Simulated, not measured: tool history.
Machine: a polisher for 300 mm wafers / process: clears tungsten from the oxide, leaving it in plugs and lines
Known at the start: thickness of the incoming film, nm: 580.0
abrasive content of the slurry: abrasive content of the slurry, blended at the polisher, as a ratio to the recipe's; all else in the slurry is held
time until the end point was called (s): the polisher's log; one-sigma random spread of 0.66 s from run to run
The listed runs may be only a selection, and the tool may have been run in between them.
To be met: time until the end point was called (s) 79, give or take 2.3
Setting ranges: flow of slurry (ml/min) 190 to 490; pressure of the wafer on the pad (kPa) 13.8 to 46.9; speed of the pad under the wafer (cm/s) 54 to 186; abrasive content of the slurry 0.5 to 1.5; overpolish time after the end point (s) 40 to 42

run	hour	flow of slurry (ml/min)	pressure of the wafer on the pad (kPa)	speed of the pad under the wafer (cm/s)	abrasive content of the slurry	overpolish time after the end point (s)	time until the end point was called (s)
1	0	315	30.3	118	1	40	102.59
2	8.4	315	34.5	118	1	40	90.765
3	11.4	250	34.5	118	1	40	94.563
4	14.1	250	34.5	102	1	40	106.74
5	22	250	34.5	102	1	42	108.06
6	27.1	260	35.9	102	1	42	102.7
7	29.8	260	35.9	102	1	42	102.97
8	31.8	260	35.9	102	1	42	102.02
9	38.8	270	36.5	102	1	42	99.333
10	43.2	285	37.2	102	1	42	97.903
11	49.3	290	37.9	102	1	42	94.929

Which of these 5 next moves meets every target?
A	55.4	315	35.9	82	1.2	40	?
B	55.4	335	42.1	112	0.9	41	?
C	55.4	275	37.2	84	1.25	42	?
D	55.4	250	34.5	92	1	41	?
E	55.4	285	37.9	116	0.9	40	?

move	time until the end point was called (s)
A	112.69
B	78.908
C	108
D	116.19
E	87.021
A: lands further from the targets than the last run did
B: meets every target
C: lands further from the targets than the last run did
D: lands further from the targets than the last run did
E: closes in on the targets versus the last run, not all within tolerance yet
The move that meets every target is B.

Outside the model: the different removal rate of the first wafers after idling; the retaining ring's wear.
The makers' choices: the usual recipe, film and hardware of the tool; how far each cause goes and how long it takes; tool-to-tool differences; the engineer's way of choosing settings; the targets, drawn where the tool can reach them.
